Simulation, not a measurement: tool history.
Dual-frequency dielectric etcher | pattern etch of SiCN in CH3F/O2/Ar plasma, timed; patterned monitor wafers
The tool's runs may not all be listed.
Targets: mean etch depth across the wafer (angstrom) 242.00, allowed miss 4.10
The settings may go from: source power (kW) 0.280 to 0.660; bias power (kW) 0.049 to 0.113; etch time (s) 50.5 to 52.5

run	hour	source power (kW)	bias power (kW)	etch time (s)	mean etch depth across the wafer (angstrom)
1	0.0	0.470	0.081	50.5	216.60
2	7.5	0.500	0.082	50.5	222.33
3	8.9	0.450	0.082	50.5	212.75
4	15.9	0.530	0.082	50.5	229.01
5	22.6	0.570	0.082	50.5	236.58
6	23.9	0.520	0.082	50.5	226.07
7	30.6	0.540	0.083	50.5	230.56
8	35.6	0.550	0.083	50.5	233.58
9	38.9	0.560	0.083	50.5	234.93
10	39.9	0.570	0.083	50.5	237.94

4 next moves are on the table. One of them brings every result within its allowed miss. Which?
A	40.9	0.510	0.094	50.5	?
B	40.9	0.530	0.075	51.5	?
C	40.9	0.560	0.090	51.0	?
D	40.9	0.530	0.078	52.0	?

move	mean etch depth across the wafer (angstrom)
A	234.47
B	228.20
C	244.04
D	232.92
A: further off than the last run
B: further off than the last run
C: meets every target
D: further off than the last run
The right move is C.
